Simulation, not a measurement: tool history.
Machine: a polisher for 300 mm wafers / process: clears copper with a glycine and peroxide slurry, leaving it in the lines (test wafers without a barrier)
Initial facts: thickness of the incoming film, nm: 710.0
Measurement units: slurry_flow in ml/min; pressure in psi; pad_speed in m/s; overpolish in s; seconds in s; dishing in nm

run,hour,slurry_flow,pressure,pad_speed,overpolish,seconds,dishing
1,0.0,185,3.3,1.24,24,71.348,108.220
2,1.7,185,3.3,1.24,15,72.166,76.084
3,2.9,185,3.3,1.24,21,71.563,101.500
4,7.7,185,3.3,1.00,21,84.864,91.919
5,12.9,185,3.3,1.12,21,76.304,94.366
6,20.6,185,3.3,1.24,21,72.164,103.340

Run 7, settings as shown, results not yet in. Your forecast:
7,26.3,180,2.9,1.18,22,?,?

seconds: 79.982 s
dishing: 94.233 nm
